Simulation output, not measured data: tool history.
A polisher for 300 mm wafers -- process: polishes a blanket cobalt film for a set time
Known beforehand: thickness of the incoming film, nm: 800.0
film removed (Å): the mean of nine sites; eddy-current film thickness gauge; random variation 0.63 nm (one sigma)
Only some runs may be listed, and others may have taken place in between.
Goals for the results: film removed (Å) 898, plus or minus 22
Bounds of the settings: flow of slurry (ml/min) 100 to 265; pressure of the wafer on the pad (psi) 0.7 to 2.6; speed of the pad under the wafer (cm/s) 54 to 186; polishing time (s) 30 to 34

run	hour	flow of slurry (ml/min)	pressure of the wafer on the pad (psi)	speed of the pad under the wafer (cm/s)	polishing time (s)	film removed (Å)
1	0	170	1.6	118	34	1362.4
2	5.8	170	1.4	118	34	1206.7
3	8.5	165	1.3	118	34	1109.4
4	17.2	155	1.2	118	34	1018.2
5	20.7	145	1.2	118	34	1014.7
6	23.8	140	1.2	118	34	1008
7	32.5	135	1.2	118	34	1011.1
8	38.2	130	1.2	118	34	975.76
9	43.3	125	1.2	118	34	976.64
10	52.1	120	1.2	118	34	969.8
11	55.2	115	1.2	118	34	969.73
12	56.8	110	1.1	118	34	872.39

Which single option among these 5 for the next run brings every result within its allowed miss of target? Just one does.
A	58.4	110	1.1	118	33	?
B	58.4	110	1.5	90	34	?
C	58.4	110	1.2	116	31	?
D	58.4	125	1.1	112	34	?
E	58.4	105	1.2	104	34	?

move	film removed (Å)
A	853.27
B	912.29
C	856.97
D	863.94
E	834.4
A: moves away from the targets compared with the last run
B: every result within its allowed miss
C: moves away from the targets compared with the last run
D: moves away from the targets compared with the last run
E: moves away from the targets compared with the last run
Go with B: it meets all targets.
